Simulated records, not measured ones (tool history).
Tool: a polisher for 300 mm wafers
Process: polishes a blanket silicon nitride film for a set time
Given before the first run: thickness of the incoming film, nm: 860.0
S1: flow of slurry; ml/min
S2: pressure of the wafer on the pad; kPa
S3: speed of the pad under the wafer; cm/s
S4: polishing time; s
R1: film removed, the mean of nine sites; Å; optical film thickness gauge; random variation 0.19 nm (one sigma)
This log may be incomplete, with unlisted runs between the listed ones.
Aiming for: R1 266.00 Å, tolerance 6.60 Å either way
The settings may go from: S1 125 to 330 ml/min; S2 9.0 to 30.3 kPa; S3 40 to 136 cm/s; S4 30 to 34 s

Run 1, hour 0.0: S1 210 ml/min, S2 19.3 kPa, S3 88 cm/s, S4 34 s. Result: R1 431.05 Å.
Run 2, hour 5.1: S1 210 ml/min, S2 19.3 kPa, S3 74 cm/s, S4 34 s. Result: R1 372.94 Å.
Run 3, hour 7.2: S1 205 ml/min, S2 17.9 kPa, S3 74 cm/s, S4 34 s. Result: R1 352.88 Å.
Run 4, hour 9.5: S1 250 ml/min, S2 17.9 kPa, S3 74 cm/s, S4 34 s. Result: R1 364.28 Å.
Run 5, hour 12.2: S1 235 ml/min, S2 16.5 kPa, S3 74 cm/s, S4 34 s. Result: R1 338.73 Å.
Run 6, hour 18.1: S1 220 ml/min, S2 15.2 kPa, S3 74 cm/s, S4 34 s. Result: R1 312.19 Å.
At hour 23.5: head pressure recalibrated.
Run 7, hour 23.5: S1 210 ml/min, S2 14.5 kPa, S3 74 cm/s, S4 34 s. Result: R1 335.10 Å.
Run 8, hour 27.2: S1 215 ml/min, S2 13.1 kPa, S3 72 cm/s, S4 34 s. Result: R1 308.54 Å.
Run 9, hour 36.1: S1 215 ml/min, S2 12.4 kPa, S3 70 cm/s, S4 34 s. Result: R1 284.25 Å.
Run 10, hour 42.1: S1 215 ml/min, S2 11.7 kPa, S3 70 cm/s, S4 34 s. Result: R1 276.67 Å.

5 next moves are on the table. One of them brings every result within its allowed miss. Which?
Run A, hour 48.1: S1 190 ml/min, S2 15.2 kPa, S3 54 cm/s, S4 34 s. Result: R1 ?.
Run B, hour 48.1: S1 230 ml/min, S2 14.5 kPa, S3 60 cm/s, S4 34 s. Result: R1 ?.
Run C, hour 48.1: S1 225 ml/min, S2 13.1 kPa, S3 66 cm/s, S4 34 s. Result: R1 ?.
Run D, hour 48.1: S1 190 ml/min, S2 15.9 kPa, S3 62 cm/s, S4 32 s. Result: R1 ?.
Run E, hour 48.1: S1 215 ml/min, S2 11.7 kPa, S3 70 cm/s, S4 31 s. Result: R1 ?.

move      R1
   A  267.87
   B  289.45
   C  290.25
   D  290.86
   E  255.54
A: meets every target
B: the biggest miss grows against the last run
C: the biggest miss grows against the last run
D: the biggest miss grows against the last run
E: takes the biggest miss from the last run beyond its target
The right move is A.
